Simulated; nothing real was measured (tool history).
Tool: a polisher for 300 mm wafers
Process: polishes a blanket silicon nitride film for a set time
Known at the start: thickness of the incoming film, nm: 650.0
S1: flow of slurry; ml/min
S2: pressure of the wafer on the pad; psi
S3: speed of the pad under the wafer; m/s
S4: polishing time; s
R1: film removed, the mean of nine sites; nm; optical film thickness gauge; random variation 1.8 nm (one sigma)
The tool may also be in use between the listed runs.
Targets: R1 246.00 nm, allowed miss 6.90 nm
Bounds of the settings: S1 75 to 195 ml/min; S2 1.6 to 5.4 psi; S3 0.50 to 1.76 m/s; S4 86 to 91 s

run 1 hour=0.0 | S1=125 S2=3.5 S3=1.12 S4=86 | R1=172.45
run 2 hour=7.8 | S1=125 S2=3.8 S3=1.12 S4=86 | R1=187.20
run 3 hour=15.0 | S1=135 S2=4.0 S3=1.12 S4=86 | R1=195.94
run 4 hour=18.0 | S1=135 S2=4.0 S3=0.96 S4=86 | R1=178.19
run 5 hour=21.3 | S1=135 S2=4.0 S3=0.96 S4=86 | R1=174.56
run 6 hour=27.3 | S1=135 S2=4.3 S3=0.96 S4=86 | R1=188.55
run 7 hour=34.5 | S1=140 S2=4.5 S3=0.96 S4=86 | R1=199.31
run 8 hour=37.2 | S1=140 S2=4.5 S3=0.96 S4=86 | R1=197.88
run 9 hour=45.1 | S1=175 S2=5.2 S3=0.96 S4=86 | R1=229.51
run 10 hour=52.7 | S1=175 S2=5.3 S3=0.98 S4=86 | R1=237.61

Which of these 5 next moves meets every target?
run A hour=60.3 | S1=175 S2=5.1 S3=1.00 S4=90 | R1=?
run B hour=60.3 | S1=160 S2=5.0 S3=0.96 S4=87 | R1=?
run C hour=60.3 | S1=165 S2=4.9 S3=1.00 S4=90 | R1=?
run D hour=60.3 | S1=160 S2=5.4 S3=0.82 S4=91 | R1=?
run E hour=60.3 | S1=145 S2=5.3 S3=0.92 S4=87 | R1=?

move=A R1=243.27
move=B R1=221.76
move=C R1=232.82
move=D R1=222.20
move=E R1=224.37
A: meets every target
B: further off than the last run
C: further off than the last run
D: further off than the last run
E: further off than the last run
Answer: A
